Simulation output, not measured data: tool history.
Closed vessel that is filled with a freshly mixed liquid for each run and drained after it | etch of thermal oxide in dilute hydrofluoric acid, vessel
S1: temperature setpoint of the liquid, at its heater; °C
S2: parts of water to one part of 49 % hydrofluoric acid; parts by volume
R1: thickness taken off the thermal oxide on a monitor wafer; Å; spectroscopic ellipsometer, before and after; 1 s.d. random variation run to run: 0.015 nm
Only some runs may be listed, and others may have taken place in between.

{"run": 1, "hour": 0.0, "S1": 21.0, "S2": 150, "time in the liquid (s)": 170, "R1": 42.797}
{"run": 2, "hour": 5.3, "S1": 20.0, "S2": 165, "time in the liquid (s)": 170, "R1": 37.128}
{"run": 3, "hour": 11.0, "S1": 19.5, "S2": 175, "time in the liquid (s)": 170, "R1": 33.619}
{"run": 4, "hour": 13.3, "S1": 19.0, "S2": 185, "time in the liquid (s)": 170, "R1": 30.932}
{"run": 5, "hour": 19.2, "S1": 19.0, "S2": 160, "time in the liquid (s)": 170, "R1": 36.069}
{"run": 6, "hour": 22.2, "S1": 18.5, "S2": 170, "time in the liquid (s)": 170, "R1": 33.637}
{"run": 7, "hour": 24.1, "S1": 18.0, "S2": 180, "time in the liquid (s)": 170, "R1": 30.923}
{"run": 8, "hour": 31.9, "S1": 18.0, "S2": 190, "time in the liquid (s)": 170, "R1": 28.769}
{"run": 9, "hour": 34.5, "S1": 18.0, "S2": 195, "time in the liquid (s)": 170, "R1": 28.059}
{"run": 10, "hour": 35.7, "S1": 18.0, "S2": 200, "time in the liquid (s)": 170, "R1": 27.372}

For run 11, what comes out?
{"run": 11, "hour": 42.5, "S1": 18.0, "S2": 205, "time in the liquid (s)": 170, "R1": "?"}

R1: 26.485 Å
